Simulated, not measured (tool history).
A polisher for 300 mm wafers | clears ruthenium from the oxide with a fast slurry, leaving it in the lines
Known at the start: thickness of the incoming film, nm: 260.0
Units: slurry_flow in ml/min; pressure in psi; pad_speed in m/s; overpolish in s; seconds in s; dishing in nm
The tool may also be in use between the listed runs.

Run 1, day 0: slurry_flow 125 ml/min, pressure 3.5 psi, pad_speed 1.08 m/s, slurry_solids 1, overpolish 29 s. Result: seconds 43.946 s, dishing 103.64 nm.
Run 2, day 0.05: slurry_flow 140 ml/min, pressure 3.5 psi, pad_speed 1.08 m/s, slurry_solids 1, overpolish 29 s. Result: seconds 43.274 s, dishing 106.37 nm.
Run 3, day 0.396: slurry_flow 125 ml/min, pressure 3.5 psi, pad_speed 1.08 m/s, slurry_solids 1, overpolish 24 s. Result: seconds 44.514 s, dishing 94.156 nm.
Run 4, day 0.546: slurry_flow 110 ml/min, pressure 3.5 psi, pad_speed 1.08 m/s, slurry_solids 1, overpolish 20 s. Result: seconds 45.27 s, dishing 79.536 nm.
Run 5, day 0.775: slurry_flow 110 ml/min, pressure 3.5 psi, pad_speed 1.08 m/s, slurry_solids 1, overpolish 15 s. Result: seconds 46.691 s, dishing 62.617 nm.
Run 6, day 1.125: slurry_flow 110 ml/min, pressure 3.5 psi, pad_speed 1.08 m/s, slurry_solids 1, overpolish 9 s. Result: seconds 47.136 s, dishing 41.031 nm.
Run 7, day 1.458: slurry_flow 105 ml/min, pressure 3.6 psi, pad_speed 1.08 m/s, slurry_solids 1, overpolish 9 s. Result: seconds 45.09 s, dishing 43.413 nm.

The next listed run, before its measurement:
Run 8, day 1.688: slurry_flow 105 ml/min, pressure 3.6 psi, pad_speed 1.08 m/s, slurry_solids 1, overpolish 9 s. Result: seconds ?, dishing ?.

Run 8 gave seconds 45.573 s, dishing 42.265 nm.

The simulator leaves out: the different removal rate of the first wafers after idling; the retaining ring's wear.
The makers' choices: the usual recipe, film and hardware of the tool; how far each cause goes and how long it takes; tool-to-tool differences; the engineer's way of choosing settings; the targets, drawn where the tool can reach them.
